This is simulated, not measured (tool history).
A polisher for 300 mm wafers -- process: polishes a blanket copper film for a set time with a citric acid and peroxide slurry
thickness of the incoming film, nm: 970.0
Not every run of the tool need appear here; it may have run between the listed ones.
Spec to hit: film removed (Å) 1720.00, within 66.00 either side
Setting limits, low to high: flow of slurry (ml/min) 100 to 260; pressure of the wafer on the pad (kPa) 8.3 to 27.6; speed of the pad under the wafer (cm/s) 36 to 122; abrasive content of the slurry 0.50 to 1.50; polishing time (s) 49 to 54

run  hour  flow of slurry (ml/min)  pressure of the wafer on the pad (kPa)  speed of the pad under the wafer (cm/s)  abrasive content of the slurry  polishing time (s)  film removed (Å)
  1   0.0                      165                                    17.9                                       78                            1.00                  54            918.97
  2   4.5                      165                                    17.9                                       60                            1.00                  54            704.03
  3  12.8                      165                                    18.6                                       62                            1.00                  54            742.42
  4  15.3                      165                                    18.6                                       62                            1.15                  54            774.88
     20.2  -- head pressure recalibrated
  5  20.2                      165                                    19.3                                       64                            1.15                  54            925.05
  6  22.5                      165                                    19.3                                       48                            1.15                  54            707.29
  7  26.7                      165                                    20.0                                       50                            1.15                  54            751.86
  8  32.7                      165                                    20.0                                       50                            1.15                  54            748.52
  9  36.3                      165                                    20.7                                       52                            1.15                  54            790.72
 10  43.5                      190                                    25.5                                       74                            1.20                  54           1385.50
 11  48.3                      190                                    26.9                                       80                            1.20                  54           1561.20
 12  51.7                      195                                    27.6                                       82                            1.20                  54           1654.30

Which single option among these 4 for the next run brings every result within its allowed miss of target? Just one does.
  A  55.1                      180                                    23.4                                       90                            1.15                  54                 ?
  B  55.1                      190                                    27.6                                       82                            1.25                  53                 ?
  C  55.1                      225                                    26.9                                       78                            1.00                  51                 ?
  D  55.1                      260                                    26.9                                       96                            1.00                  50                 ?

move  film removed (Å)
   A           1511.80
   B           1610.10
   C           1407.20
   D           1711.70
A: its largest miss is bigger than the last run's
B: its largest miss is bigger than the last run's
C: its largest miss is bigger than the last run's
D: hits every target within its allowed miss
The right move is D.
